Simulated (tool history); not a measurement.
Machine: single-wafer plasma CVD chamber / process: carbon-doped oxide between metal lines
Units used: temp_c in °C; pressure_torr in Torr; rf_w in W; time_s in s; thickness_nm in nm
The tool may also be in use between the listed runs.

run	hour	temp_c	pressure_torr	rf_w	time_s	thickness_nm
1	0.0	375	3.60	560	12.5	59.567
2	8.7	375	3.60	495	12.5	55.253
3	10.3	373	3.75	530	12.5	57.660
4	18.9	373	4.04	530	12.5	58.357
5	19.5	373	4.04	605	12.5	63.071
6	24.9	373	3.80	605	12.5	62.478
7	26.0	373	3.87	620	12.5	64.070
8	28.4	372	3.91	630	12.5	64.147
9	29.3	372	3.94	640	12.5	64.754

Predict the results of run 10:
10	37.7	372	3.97	650	12.5	?

For run 10 the tool returned thickness_nm 65.336 nm.
